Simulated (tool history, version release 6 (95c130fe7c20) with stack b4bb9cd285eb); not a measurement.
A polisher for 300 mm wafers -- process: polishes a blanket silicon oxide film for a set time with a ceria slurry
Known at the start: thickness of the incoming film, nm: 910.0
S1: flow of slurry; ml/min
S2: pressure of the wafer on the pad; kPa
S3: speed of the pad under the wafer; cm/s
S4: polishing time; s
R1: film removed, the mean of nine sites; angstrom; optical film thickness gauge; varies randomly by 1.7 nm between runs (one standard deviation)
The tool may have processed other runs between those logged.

run,hour,S1,S2,S3,S4,R1
1,0,205,17.2,124,40,1874.7
2,6.2,205,16.5,124,40,1774.3
3,12.4,205,16.5,138,40,2002.7
4,19.3,205,15.9,138,40,1935.6
5,23.9,205,15.9,138,40,1937.5
# hour 26.5: slurry nozzle cleaned
6,26.5,205,15.2,138,40,2006.7
7,32.3,205,14.5,132,40,1804.7
8,37.9,205,13.8,130,40,1701.8

Run 9 is up next; what results do you expect?
9,44.6,205,13.1,130,40,?

Run 9 produced R1 1619 angstrom.
